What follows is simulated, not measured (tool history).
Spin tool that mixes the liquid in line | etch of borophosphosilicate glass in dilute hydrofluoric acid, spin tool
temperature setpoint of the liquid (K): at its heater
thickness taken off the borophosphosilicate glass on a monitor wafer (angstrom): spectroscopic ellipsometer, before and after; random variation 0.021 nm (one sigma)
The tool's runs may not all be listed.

run	day	temperature setpoint of the liquid (K)	parts of water to one part of 49 % hydrofluoric acid (parts by volume)	time under the liquid (s)	thickness taken off the borophosphosilicate glass on a monitor wafer (angstrom)
1	0.000	293.15	190	15	33.636
2	0.171	293.15	190	15	33.517
3	0.442	293.15	190	15	33.794
4	0.588	293.15	130	15	52.877
5	0.671	293.15	130	15	52.131
6	0.971	292.65	150	15	43.391
7	1.200	292.15	160	15	39.469
8	1.529	291.65	170	15	36.201
9	1.700	291.15	175	15	34.392
10	2.054	291.15	180	15	32.576
11	2.408	291.15	185	15	32.102

The next listed run, before its measurement:
12	2.442	291.15	185	15	?

{"run 12": {"thickness taken off the borophosphosilicate glass on a monitor wafer (angstrom)": 31.816}}

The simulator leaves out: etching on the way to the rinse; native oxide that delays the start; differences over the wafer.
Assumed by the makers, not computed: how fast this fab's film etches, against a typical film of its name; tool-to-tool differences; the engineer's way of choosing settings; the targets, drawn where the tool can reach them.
